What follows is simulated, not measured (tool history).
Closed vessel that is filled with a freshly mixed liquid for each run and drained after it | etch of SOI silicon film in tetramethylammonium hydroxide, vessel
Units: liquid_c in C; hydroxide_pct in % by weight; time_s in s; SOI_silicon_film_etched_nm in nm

run 1 hour=0 | liquid_c=64 hydroxide_pct=14.5 time_s=35 | SOI_silicon_film_etched_nm=134.96
run 2 hour=2.7 | liquid_c=62 hydroxide_pct=14.5 time_s=35 | SOI_silicon_film_etched_nm=115.67
run 3 hour=8.4 | liquid_c=57 hydroxide_pct=14.5 time_s=35 | SOI_silicon_film_etched_nm=84.881
run 4 hour=10.9 | liquid_c=54 hydroxide_pct=14.5 time_s=35 | SOI_silicon_film_etched_nm=69.545
run 5 hour=16.6 | liquid_c=54 hydroxide_pct=13.5 time_s=35 | SOI_silicon_film_etched_nm=72.846
run 6 hour=22.8 | liquid_c=54 hydroxide_pct=16 time_s=35 | SOI_silicon_film_etched_nm=67.756
run 7 hour=30.3 | liquid_c=58.5 hydroxide_pct=16 time_s=35 | SOI_silicon_film_etched_nm=89.898
run 8 hour=32.5 | liquid_c=61.5 hydroxide_pct=16 time_s=35 | SOI_silicon_film_etched_nm=109.28
run 9 hour=35.4 | liquid_c=61.5 hydroxide_pct=16 time_s=35 | SOI_silicon_film_etched_nm=108.2
run 10 hour=43.6 | liquid_c=63.5 hydroxide_pct=16 time_s=35 | SOI_silicon_film_etched_nm=125.54

Forecast run 11:
run 11 hour=51.9 | liquid_c=64.5 hydroxide_pct=16 time_s=35 | SOI_silicon_film_etched_nm=?

Run 11 gave SOI_silicon_film_etched_nm 130.39 nm.

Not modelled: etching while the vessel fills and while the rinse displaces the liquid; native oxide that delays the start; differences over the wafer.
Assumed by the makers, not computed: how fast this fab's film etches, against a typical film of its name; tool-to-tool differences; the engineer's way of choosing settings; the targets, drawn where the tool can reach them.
